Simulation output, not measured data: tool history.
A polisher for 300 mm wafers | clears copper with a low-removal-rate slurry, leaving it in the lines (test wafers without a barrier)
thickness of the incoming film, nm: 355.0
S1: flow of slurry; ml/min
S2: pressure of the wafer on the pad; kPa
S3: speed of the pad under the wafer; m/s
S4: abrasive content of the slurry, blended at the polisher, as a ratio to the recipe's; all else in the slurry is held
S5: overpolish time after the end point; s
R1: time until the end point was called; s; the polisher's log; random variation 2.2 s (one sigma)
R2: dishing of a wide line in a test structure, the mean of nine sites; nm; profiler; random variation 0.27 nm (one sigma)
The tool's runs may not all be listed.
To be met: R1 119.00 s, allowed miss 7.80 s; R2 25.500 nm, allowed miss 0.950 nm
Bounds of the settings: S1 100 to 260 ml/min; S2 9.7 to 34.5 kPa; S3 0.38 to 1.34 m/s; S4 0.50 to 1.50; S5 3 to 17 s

run	day	S1	S2	S3	S4	S5	R1	R2
1	0.000	165	22.1	0.86	1.00	9	169.18	16.702
2	0.333	165	23.4	0.86	1.00	9	162.53	17.785
3	0.367	170	24.8	0.86	1.00	9	146.81	19.082
4	0.546	170	24.8	0.86	1.20	9	145.29	19.293
5	0.596	145	24.8	0.86	1.20	9	147.58	18.549
6	0.862	145	24.8	0.86	1.20	12	153.67	24.398
7	1.183	160	25.5	0.86	1.20	12	143.53	25.512
# day 1.562: slurry nozzle cleaned
8	1.562	175	26.2	0.86	1.20	12	120.06	28.684
9	1.667	180	26.2	0.86	1.25	11	120.31	27.480

4 next moves are on the table. One of them brings every result within its allowed miss. Which?
A	1.771	180	20.7	0.90	1.50	13	?	?
B	1.771	165	22.8	0.90	1.15	13	?	?
C	1.771	180	27.6	0.84	1.10	10	?	?
D	1.771	160	26.9	0.88	1.30	12	?	?

move	R1	R2
A	139.13	27.898
B	136.06	28.533
C	119.81	25.328
D	115.80	30.823
A: further off than the last run
B: further off than the last run
C: meets every target
D: further off than the last run
Answer: C

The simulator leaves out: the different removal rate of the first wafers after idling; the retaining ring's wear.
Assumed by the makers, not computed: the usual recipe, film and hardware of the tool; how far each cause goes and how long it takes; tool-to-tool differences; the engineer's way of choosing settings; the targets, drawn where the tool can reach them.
